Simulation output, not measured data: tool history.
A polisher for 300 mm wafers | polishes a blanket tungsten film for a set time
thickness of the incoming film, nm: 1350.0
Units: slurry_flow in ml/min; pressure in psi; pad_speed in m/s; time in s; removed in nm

run,hour,slurry_flow,pressure,pad_speed,slurry_solids,time,removed
1,0,250,3.8,1.02,1,33,138.81
2,4.3,250,4,1.02,1,33,150.97
3,10.5,250,4,1.24,1,33,172.96
4,15.4,250,4,1.24,1,33,176.84
5,21.9,250,4,1.12,1,33,162.15
6,29.9,250,4.1,1.12,1,33,165.1
7,35.7,250,4.2,1.12,1,33,171.06
8,37.7,255,4.4,1.12,1,33,177.96

Run 9 comes next. What will it give?
9,39.1,255,4.6,1.12,1,33,?

removed: 184.26 nm
